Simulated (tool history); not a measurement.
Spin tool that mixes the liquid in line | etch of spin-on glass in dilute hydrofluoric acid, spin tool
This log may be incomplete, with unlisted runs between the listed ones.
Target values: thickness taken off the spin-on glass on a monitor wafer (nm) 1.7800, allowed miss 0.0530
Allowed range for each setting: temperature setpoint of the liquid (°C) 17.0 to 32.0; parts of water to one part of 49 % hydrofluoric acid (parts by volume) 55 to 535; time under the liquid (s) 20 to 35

| run | hour | temperature setpoint of the liquid (°C) | parts of water to one part of 49 % hydrofluoric acid (parts by volume) | time under the liquid (s) | thickness taken off the spin-on glass on a monitor wafer (nm) |
|---|---|---|---|---|---|
| 1 | 0.0 | 24.0 | 295 | 35 | 3.6289 |
| 2 | 7.2 | 22.5 | 325 | 35 | 3.0607 |
| 3 | 14.6 | 21.5 | 350 | 35 | 2.6445 |
| 4 | 18.0 | 21.5 | 440 | 35 | 1.9518 |
| 5 | 19.0 | 21.5 | 440 | 35 | 1.9493 |
| 6 | 26.6 | 21.5 | 440 | 20 | 1.1276 |
| 7 | 31.5 | 24.0 | 430 | 20 | 1.2595 |
| 8 | 34.8 | 24.0 | 430 | 20 | 1.2374 |
| 9 | 38.8 | 22.5 | 420 | 20 | 1.2258 |
| 10 | 39.7 | 22.5 | 400 | 20 | 1.3111 |
| 11 | 48.2 | 24.0 | 390 | 20 | 1.4571 |
| 12 | 53.0 | 23.5 | 380 | 20 | 1.4643 |
|  | 56.6 | thermometer replaced |
| 13 | 56.6 | 23.0 | 370 | 20 | 1.4055 |
| 14 | 60.3 | 23.0 | 370 | 20 | 1.4341 |
| 15 | 68.4 | 24.5 | 365 | 20 | 1.5212 |
| 16 | 73.6 | 23.5 | 360 | 20 | 1.5168 |
| 17 | 75.1 | 23.5 | 360 | 20 | 1.4940 |
| 18 | 82.8 | 23.5 | 345 | 20 | 1.5897 |
| 19 | 85.7 | 23.5 | 335 | 20 | 1.6358 |
| 20 | 91.5 | 24.0 | 330 | 20 | 1.7060 |

Next run, 5 choices. One meets every target within its allowed miss, the rest don't. Which?
| A | 97.3 | 22.0 | 490 | 35 | ? |
| B | 97.3 | 26.0 | 395 | 25 | ? |
| C | 97.3 | 25.0 | 305 | 20 | ? |
| D | 97.3 | 22.0 | 280 | 20 | ? |
| E | 97.3 | 23.5 | 390 | 25 | ? |

| move | thickness taken off the spin-on glass on a monitor wafer (nm) |
|---|---|
| A | 1.6451 |
| B | 1.8002 |
| C | 1.9673 |
| D | 1.9760 |
| E | 1.6880 |
A: misses by more than the last run did
B: each result inside its tolerance
C: carries the result that was furthest off beyond its target, to the other side
D: carries the result that was furthest off beyond its target, to the other side
E: misses by more than the last run did
Go with B: it meets all targets.

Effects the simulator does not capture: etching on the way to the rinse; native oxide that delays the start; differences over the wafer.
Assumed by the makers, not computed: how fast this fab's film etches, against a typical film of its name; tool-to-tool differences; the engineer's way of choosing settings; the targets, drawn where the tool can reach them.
